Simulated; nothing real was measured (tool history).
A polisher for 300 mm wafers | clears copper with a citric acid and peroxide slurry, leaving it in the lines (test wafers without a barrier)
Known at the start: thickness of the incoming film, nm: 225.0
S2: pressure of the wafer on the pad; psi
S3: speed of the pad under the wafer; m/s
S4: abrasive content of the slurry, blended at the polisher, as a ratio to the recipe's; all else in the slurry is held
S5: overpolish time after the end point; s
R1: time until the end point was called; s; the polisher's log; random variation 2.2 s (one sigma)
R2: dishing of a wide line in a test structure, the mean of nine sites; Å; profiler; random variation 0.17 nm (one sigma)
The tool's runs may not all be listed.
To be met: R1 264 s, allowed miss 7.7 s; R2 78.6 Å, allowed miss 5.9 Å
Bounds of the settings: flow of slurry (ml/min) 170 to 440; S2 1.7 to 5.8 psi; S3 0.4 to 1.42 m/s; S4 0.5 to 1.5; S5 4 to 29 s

{"run": 1, "hour": 0.0, "flow of slurry (ml/min)": 280, "S2": 3.7, "S3": 0.9, "S4": 1, "S5": 15, "R1": 113.98, "R2": 221.13}
{"run": 2, "hour": 2.5, "flow of slurry (ml/min)": 280, "S2": 3.7, "S3": 0.9, "S4": 1.1, "S5": 15, "R1": 111.2, "R2": 232.05}
{"run": 3, "hour": 10.0, "flow of slurry (ml/min)": 245, "S2": 3.7, "S3": 0.9, "S4": 1.1, "S5": 15, "R1": 112.23, "R2": 225.98}
{"run": 4, "hour": 16.6, "flow of slurry (ml/min)": 240, "S2": 3.2, "S3": 0.82, "S4": 1.1, "S5": 14, "R1": 142.02, "R2": 177.7}
{"run": 5, "hour": 25.5, "flow of slurry (ml/min)": 240, "S2": 2.8, "S3": 0.76, "S4": 1.1, "S5": 12, "R1": 171.22, "R2": 123.8}
{"run": 6, "hour": 34.0, "flow of slurry (ml/min)": 175, "S2": 2.8, "S3": 0.76, "S4": 1.1, "S5": 12, "R1": 178.64, "R2": 122.02}
{"run": 7, "hour": 40.3, "flow of slurry (ml/min)": 175, "S2": 2.5, "S3": 0.74, "S4": 1.1, "S5": 12, "R1": 205.42, "R2": 107.3}
{"run": 8, "hour": 42.0, "flow of slurry (ml/min)": 175, "S2": 2.3, "S3": 0.74, "S4": 1.1, "S5": 12, "R1": 221.78, "R2": 98.365}
{"run": 9, "hour": 45.8, "flow of slurry (ml/min)": 175, "S2": 2.2, "S3": 0.74, "S4": 1.1, "S5": 12, "R1": 229.18, "R2": 95.24}
{"run": 10, "hour": 52.9, "flow of slurry (ml/min)": 175, "S2": 2.1, "S3": 0.74, "S4": 1.1, "S5": 12, "R1": 241.75, "R2": 90.597}
{"run": 11, "hour": 58.4, "flow of slurry (ml/min)": 175, "S2": 2, "S3": 0.74, "S4": 1.1, "S5": 12, "R1": 253.72, "R2": 86.901}
{"run": 12, "hour": 64.9, "flow of slurry (ml/min)": 175, "S2": 1.8, "S3": 0.74, "S4": 1.1, "S5": 11, "R1": 278.61, "R2": 74.457}
{"run": 13, "hour": 69.2, "flow of slurry (ml/min)": 185, "S2": 2, "S3": 0.74, "S4": 1.1, "S5": 11, "R1": 248.75, "R2": 80.282}

5 next moves are on the table. One of them brings every result within its allowed miss. Which?
{"run": "A", "hour": 73.5, "flow of slurry (ml/min)": 170, "S2": 2.1, "S3": 0.78, "S4": 1.1, "S5": 10, "R1": "?", "R2": "?"}
{"run": "B", "hour": 73.5, "flow of slurry (ml/min)": 200, "S2": 2.1, "S3": 0.74, "S4": 1.45, "S5": 8, "R1": "?", "R2": "?"}
{"run": "C", "hour": 73.5, "flow of slurry (ml/min)": 175, "S2": 2.3, "S3": 0.64, "S4": 1, "S5": 11, "R1": "?", "R2": "?"}
{"run": "D", "hour": 73.5, "flow of slurry (ml/min)": 195, "S2": 2.7, "S3": 0.56, "S4": 1.15, "S5": 9, "R1": "?", "R2": "?"}
{"run": "E", "hour": 73.5, "flow of slurry (ml/min)": 235, "S2": 2.5, "S3": 0.66, "S4": 1.05, "S5": 9, "R1": "?", "R2": "?"}

move=A R1=234.01 R2=81.924
move=B R1=222.1 R2=69.632
move=C R1=265.98 R2=79.511
move=D R1=245.16 R2=71.065
move=E R1=227.72 R2=76.195
A: further off than the last run
B: further off than the last run
C: meets every target
D: further off than the last run
E: further off than the last run
The right move is C.
